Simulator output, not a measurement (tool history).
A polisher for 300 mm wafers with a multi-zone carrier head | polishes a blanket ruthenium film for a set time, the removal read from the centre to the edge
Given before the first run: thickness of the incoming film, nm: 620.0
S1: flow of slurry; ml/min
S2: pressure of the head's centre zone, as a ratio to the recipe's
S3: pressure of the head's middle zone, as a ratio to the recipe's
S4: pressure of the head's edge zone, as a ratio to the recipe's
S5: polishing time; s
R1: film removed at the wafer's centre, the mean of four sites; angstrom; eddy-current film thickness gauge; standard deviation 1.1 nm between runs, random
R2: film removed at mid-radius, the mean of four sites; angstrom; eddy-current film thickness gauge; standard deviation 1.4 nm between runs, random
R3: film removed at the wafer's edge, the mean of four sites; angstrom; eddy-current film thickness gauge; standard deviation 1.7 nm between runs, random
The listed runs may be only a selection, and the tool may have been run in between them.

{"run": 1, "hour": 0.0, "S1": 290, "S2": 1.0, "S3": 1.0, "S4": 1.0, "S5": 72, "R1": 964.55, "R2": 1039.7, "R3": 1016.6}
{"run": 2, "hour": 5.2, "S1": 290, "S2": 1.0, "S3": 1.06, "S4": 1.0, "S5": 72, "R1": 997.29, "R2": 1068.4, "R3": 1029.7}
{"run": 3, "hour": 10.8, "S1": 300, "S2": 0.98, "S3": 1.09, "S4": 0.99, "S5": 75, "R1": 1005.3, "R2": 1157.3, "R3": 1058.0}
{"run": 4, "hour": 16.3, "S1": 255, "S2": 0.98, "S3": 1.09, "S4": 0.99, "S5": 75, "R1": 989.71, "R2": 1131.3, "R3": 1060.5}
{"run": 5, "hour": 19.7, "S1": 265, "S2": 0.98, "S3": 1.11, "S4": 1.0, "S5": 77, "R1": 1035.0, "R2": 1198.6, "R3": 1108.4}
{"run": 6, "hour": 24.0, "S1": 270, "S2": 0.98, "S3": 1.13, "S4": 1.01, "S5": 78, "R1": 1025.8, "R2": 1232.6, "R3": 1076.3}
{"run": 7, "hour": 27.7, "S1": 270, "S2": 0.98, "S3": 1.12, "S4": 1.01, "S5": 80, "R1": 1074.9, "R2": 1239.3, "R3": 1161.7}
{"run": 8, "hour": 32.2, "S1": 275, "S2": 0.98, "S3": 1.14, "S4": 1.01, "S5": 81, "R1": 1080.8, "R2": 1283.4, "R3": 1132.7}
{"run": 9, "hour": 36.6, "S1": 270, "S2": 0.98, "S3": 1.14, "S4": 1.01, "S5": 82, "R1": 1099.2, "R2": 1321.2, "R3": 1141.8}

Predict the results of run 10:
{"run": 10, "hour": 43.3, "S1": 265, "S2": 0.98, "S3": 1.14, "S4": 1.01, "S5": 83, "R1": "?", "R2": "?", "R3": "?"}

R1: 1104.20 angstrom
R2: 1312.6 angstrom
R3: 1172.6 angstrom
